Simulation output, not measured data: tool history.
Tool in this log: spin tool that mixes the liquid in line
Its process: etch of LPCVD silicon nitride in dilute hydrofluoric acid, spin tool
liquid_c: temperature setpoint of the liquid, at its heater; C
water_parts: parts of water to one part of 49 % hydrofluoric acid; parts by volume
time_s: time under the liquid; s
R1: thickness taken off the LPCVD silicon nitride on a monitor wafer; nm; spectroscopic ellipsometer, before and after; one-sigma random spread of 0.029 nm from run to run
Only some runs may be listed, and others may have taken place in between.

run 1 day=0.000 | liquid_c=20.0 water_parts=70 time_s=55 | R1=0.29841
run 2 day=0.371 | liquid_c=22.5 water_parts=70 time_s=55 | R1=0.34737
run 3 day=0.450 | liquid_c=24.5 water_parts=55 time_s=55 | R1=0.50307
run 4 day=0.658 | liquid_c=24.5 water_parts=55 time_s=35 | R1=0.31149
run 5 day=0.979 | liquid_c=24.5 water_parts=70 time_s=35 | R1=0.24593
run 6 day=1.046 | liquid_c=24.5 water_parts=85 time_s=35 | R1=0.20624
run 7 day=1.079 | liquid_c=28.0 water_parts=55 time_s=55 | R1=0.60511
run 8 day=1.342 | liquid_c=28.0 water_parts=45 time_s=55 | R1=0.77087

The next listed run, before its measurement:
run 9 day=1.662 | liquid_c=28.0 water_parts=40 time_s=55 | R1=?

R1: 0.88515 nm
